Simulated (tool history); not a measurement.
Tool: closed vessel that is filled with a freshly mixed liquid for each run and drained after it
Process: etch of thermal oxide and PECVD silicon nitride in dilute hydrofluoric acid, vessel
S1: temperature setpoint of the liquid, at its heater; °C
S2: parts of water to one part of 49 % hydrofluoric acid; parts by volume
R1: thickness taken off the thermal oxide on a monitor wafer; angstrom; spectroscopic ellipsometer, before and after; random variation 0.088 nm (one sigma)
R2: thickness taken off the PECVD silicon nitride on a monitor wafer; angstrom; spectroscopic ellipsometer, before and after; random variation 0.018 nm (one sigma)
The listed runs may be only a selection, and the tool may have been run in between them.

{"run": 1, "hour": 0.0, "S1": 24, "S2": 90, "time in the liquid (s)": 230, "R1": 140.61, "R2": 63.47}
{"run": 2, "hour": 1.5, "S1": 24.5, "S2": 95, "time in the liquid (s)": 235, "R1": 135.51, "R2": 63.588}
{"run": 3, "hour": 5.3, "S1": 24.5, "S2": 70, "time in the liquid (s)": 235, "R1": 192.71, "R2": 85.976}
{"run": 4, "hour": 10.5, "S1": 24.5, "S2": 55, "time in the liquid (s)": 235, "R1": 248.64, "R2": 108.8}
{"run": 5, "hour": 19.3, "S1": 24.5, "S2": 85, "time in the liquid (s)": 235, "R1": 154.72, "R2": 70.868}
{"run": 6, "hour": 25.9, "S1": 24.5, "S2": 110, "time in the liquid (s)": 235, "R1": 115.08, "R2": 54.935}
{"run": 7, "hour": 34.5, "S1": 25, "S2": 115, "time in the liquid (s)": 235, "R1": 110.72, "R2": 54.139}
{"run": 8, "hour": 39.5, "S1": 25.5, "S2": 115, "time in the liquid (s)": 235, "R1": 114.85, "R2": 55.936}

Run 9, settings as shown, results not yet in. Your forecast:
{"run": 9, "hour": 43.4, "S1": 26, "S2": 120, "time in the liquid (s)": 240, "R1": "?", "R2": "?"}

{"run 9": {"R1": 114.34, "R2": 56.625}}
